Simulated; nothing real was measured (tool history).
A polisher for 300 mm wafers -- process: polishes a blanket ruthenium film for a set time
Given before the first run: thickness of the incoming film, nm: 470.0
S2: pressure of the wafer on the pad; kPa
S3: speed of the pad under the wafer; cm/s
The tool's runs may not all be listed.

{"run": 1, "hour": 0.0, "flow of slurry (ml/min)": 135, "S2": 17.2, "S3": 118, "polishing time (s)": 29, "film removed (Å)": 398.29}
{"run": 2, "hour": 3.0, "flow of slurry (ml/min)": 135, "S2": 17.2, "S3": 92, "polishing time (s)": 29, "film removed (Å)": 317.39}
{"run": 3, "hour": 6.8, "flow of slurry (ml/min)": 145, "S2": 20.0, "S3": 94, "polishing time (s)": 29, "film removed (Å)": 382.69}
{"run": 4, "hour": 15.0, "flow of slurry (ml/min)": 155, "S2": 22.1, "S3": 96, "polishing time (s)": 29, "film removed (Å)": 433.46}
{"run": 5, "hour": 22.2, "flow of slurry (ml/min)": 155, "S2": 17.9, "S3": 96, "polishing time (s)": 29, "film removed (Å)": 358.9}
{"run": 6, "hour": 25.5, "flow of slurry (ml/min)": 155, "S2": 15.2, "S3": 96, "polishing time (s)": 29, "film removed (Å)": 298.58}
{"run": 7, "hour": 34.2, "flow of slurry (ml/min)": 160, "S2": 18.6, "S3": 98, "polishing time (s)": 29, "film removed (Å)": 376.58}
{"run": 8, "hour": 36.9, "flow of slurry (ml/min)": 170, "S2": 21.4, "S3": 98, "polishing time (s)": 29, "film removed (Å)": 433.88}
{"run": 9, "hour": 43.7, "flow of slurry (ml/min)": 175, "S2": 22.8, "S3": 100, "polishing time (s)": 29, "film removed (Å)": 469.73}
{"run": 10, "hour": 50.7, "flow of slurry (ml/min)": 175, "S2": 24.1, "S3": 102, "polishing time (s)": 29, "film removed (Å)": 510.94}
{"run": 11, "hour": 51.6, "flow of slurry (ml/min)": 175, "S2": 24.8, "S3": 104, "polishing time (s)": 29, "film removed (Å)": 532.18}
{"run": 12, "hour": 52.3, "flow of slurry (ml/min)": 175, "S2": 25.5, "S3": 106, "polishing time (s)": 29, "film removed (Å)": 563.44}

Run 13 has not been measured yet. What should we expect?
{"run": 13, "hour": 57.2, "flow of slurry (ml/min)": 175, "S2": 26.2, "S3": 106, "polishing time (s)": 29, "film removed (Å)": "?"}

Run 13 came out at film removed (Å) 570.48.

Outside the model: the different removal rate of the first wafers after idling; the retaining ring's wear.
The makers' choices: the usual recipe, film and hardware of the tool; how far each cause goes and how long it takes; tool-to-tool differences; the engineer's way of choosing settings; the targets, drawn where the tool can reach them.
